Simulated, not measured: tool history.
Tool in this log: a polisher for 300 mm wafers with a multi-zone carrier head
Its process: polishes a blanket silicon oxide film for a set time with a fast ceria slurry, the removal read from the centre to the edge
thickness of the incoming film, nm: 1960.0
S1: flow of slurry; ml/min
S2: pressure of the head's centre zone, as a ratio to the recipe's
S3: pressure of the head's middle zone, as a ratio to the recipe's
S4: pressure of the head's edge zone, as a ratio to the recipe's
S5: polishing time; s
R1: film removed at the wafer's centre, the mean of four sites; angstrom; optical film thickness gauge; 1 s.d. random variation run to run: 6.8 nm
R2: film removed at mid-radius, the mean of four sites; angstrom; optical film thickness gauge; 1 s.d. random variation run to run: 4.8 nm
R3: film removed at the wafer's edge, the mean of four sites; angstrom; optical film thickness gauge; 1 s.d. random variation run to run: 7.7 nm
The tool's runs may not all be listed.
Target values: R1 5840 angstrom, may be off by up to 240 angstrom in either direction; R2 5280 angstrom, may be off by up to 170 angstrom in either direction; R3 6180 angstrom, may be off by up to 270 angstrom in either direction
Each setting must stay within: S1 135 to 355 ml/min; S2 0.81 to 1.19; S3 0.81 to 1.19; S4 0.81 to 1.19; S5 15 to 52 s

run	hour	S1	S2	S3	S4	S5	R1	R2	R3
1	0	225	1	1	1	33	7435	7611.6	7550
2	0.8	225	1	1	1.06	33	7589.1	7688.5	8080.6
3	9.3	225	1	0.93	1.06	33	7649.9	7092	8003.2
4	9.9	220	0.98	0.91	1.04	32	7289.2	6922.8	7577.7
5	18.1	220	0.94	0.91	1.04	32	7089.4	6830.7	7495.1
6	23.1	215	0.93	0.89	1.04	31	6752	6470.2	7267.6
7	24.8	210	0.93	0.87	1.03	30	6598.7	6214.7	7101.6
8	26.2	210	0.93	0.86	1.02	29	6452.6	5811	6588.5
9	34.6	205	0.92	0.85	1.02	29	6303.3	5793.4	6727.3
10	37.9	200	0.91	0.84	1.01	29	6255.6	5805.4	6758
11	40.1	200	0.91	0.84	1	29	6217.9	5659.5	6632.8
12	45	200	0.9	0.84	0.99	29	6120	5790.3	6609.7
13	52.3	195	0.9	0.83	0.99	29	6299.5	5595.2	6802
14	54.7	200	0.9	0.83	0.99	29	6169	5721.9	6660.5
15	55.3	200	0.9	0.83	0.98	29	6224.6	5664.7	6640.3
16	60.3	200	0.9	0.83	0.97	29	6208.2	5746.4	6717.4
17	62.3	200	0.91	0.83	0.97	28	5926.2	5476.5	6495.5
18	65.1	180	0.93	0.82	0.91	27	5744.1	5037.2	5920.5

Which single option among these 5 for the next run brings every result within its allowed miss of target? Just one does.
A	67.9	135	1.04	0.81	0.92	27	?	?	?
B	67.9	145	1.04	0.89	0.84	27	?	?	?
C	67.9	165	0.91	0.81	0.92	28	?	?	?
D	67.9	145	0.94	0.81	0.88	27	?	?	?
E	67.9	195	1.02	0.91	0.82	26	?	?	?

move	R1	R2	R3
A	5807.4	4877.6	5752.5
B	5896.3	5339.5	5565.7
C	5775	5239.2	6117.3
D	5540.6	4943.3	5689.4
E	5910.8	5487.7	5485.4
A: its largest miss is bigger than the last run's
B: puts the biggest miss on target and leaves a different result outside tolerance
C: all results in spec
D: its largest miss is bigger than the last run's
E: pushes the last run's worst result past its target
C meets every target.
